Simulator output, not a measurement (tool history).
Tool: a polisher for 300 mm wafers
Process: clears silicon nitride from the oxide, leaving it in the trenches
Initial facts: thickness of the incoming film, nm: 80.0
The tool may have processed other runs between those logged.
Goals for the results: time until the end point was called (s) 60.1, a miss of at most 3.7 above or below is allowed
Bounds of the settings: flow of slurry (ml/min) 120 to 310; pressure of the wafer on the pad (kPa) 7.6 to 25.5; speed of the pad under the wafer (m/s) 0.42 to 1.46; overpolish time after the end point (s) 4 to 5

run    day  flow of slurry (ml/min)  pressure of the wafer on the pad (kPa)  speed of the pad under the wafer (m/s)  overpolish time after the end point (s)  time until the end point was called (s)
  1      0                      200                                    16.5                                    0.94                                        5                                    98.81
  2  0.221                      170                                    16.5                                    0.94                                        5                                   98.539
  3   0.25                      170                                    16.5                                    0.94                                        5                                   101.73
  4  0.558                      190                                    16.5                                    0.94                                        5                                     95.5
  5  0.846                      190                                    16.5                                    0.76                                        5                                   110.37
  6  1.021                      190                                    16.5                                    0.76                                        5                                   112.77
  7  1.246                      195                                    20.7                                     0.9                                        5                                   84.606
  8  1.592                      200                                    24.8                                    1.12                                        5                                    64.33
  9  1.933                      200                                    24.8                                    1.14                                        5                                   64.301

5 candidate next runs follow, results not yet known. Just one meets every target within its allowed miss. Identify it.
  A  2.275                      210                                      20                                    1.06                                        5                                        ?
  B  2.275                      215                                    25.5                                    0.98                                        4                                        ?
  C  2.275                      170                                    22.1                                    1.08                                        4                                        ?
  D  2.275                      195                                    25.5                                     1.2                                        4                                        ?
  E  2.275                      200                                    23.4                                    1.06                                        5                                        ?

move  time until the end point was called (s)
   A                                    78.33
   B                                   68.112
   C                                   73.658
   D                                   60.547
   E                                   69.831
A: misses by more than the last run did
B: misses by more than the last run did
C: misses by more than the last run did
D: hits every target within its allowed miss
E: misses by more than the last run did
The move that meets every target is D.

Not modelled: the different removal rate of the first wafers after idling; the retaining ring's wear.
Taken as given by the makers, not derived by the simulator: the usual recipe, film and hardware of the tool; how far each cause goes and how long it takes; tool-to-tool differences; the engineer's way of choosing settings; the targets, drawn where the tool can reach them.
